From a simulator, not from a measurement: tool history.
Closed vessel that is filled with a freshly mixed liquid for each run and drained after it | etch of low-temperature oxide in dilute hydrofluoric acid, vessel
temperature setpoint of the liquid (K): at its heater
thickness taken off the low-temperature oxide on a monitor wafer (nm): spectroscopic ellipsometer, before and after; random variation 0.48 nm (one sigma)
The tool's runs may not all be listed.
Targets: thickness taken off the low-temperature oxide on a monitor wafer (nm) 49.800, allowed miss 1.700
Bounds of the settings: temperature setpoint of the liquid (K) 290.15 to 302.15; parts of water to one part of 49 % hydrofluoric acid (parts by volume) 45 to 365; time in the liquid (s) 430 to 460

run,hour,temperature setpoint of the liquid (K),parts of water to one part of 49 % hydrofluoric acid (parts by volume),time in the liquid (s),thickness taken off the low-temperature oxide on a monitor wafer (nm)
1,0.0,294.15,205,430,59.809
2,7.1,297.15,205,430,65.992
3,9.2,296.15,205,430,64.359
4,15.6,295.15,205,430,61.064
5,18.4,294.65,205,430,60.734
6,21.6,294.65,205,430,61.126
7,28.1,294.15,205,430,58.802
8,36.5,293.65,205,430,57.961

5 next moves are on the table. One of them brings every result within its allowed miss. Which?
A,44.9,293.65,180,460,?
B,44.9,298.15,230,460,?
C,44.9,290.65,210,430,?
D,44.9,292.65,180,460,?
E,44.9,292.65,200,450,?

move,thickness taken off the low-temperature oxide on a monitor wafer (nm)
A,71.166
B,62.552
C,49.255
D,68.439
E,59.085
A: further off than the last run
B: further off than the last run
C: meets every target
D: further off than the last run
E: further off than the last run
Move C is the one to make.
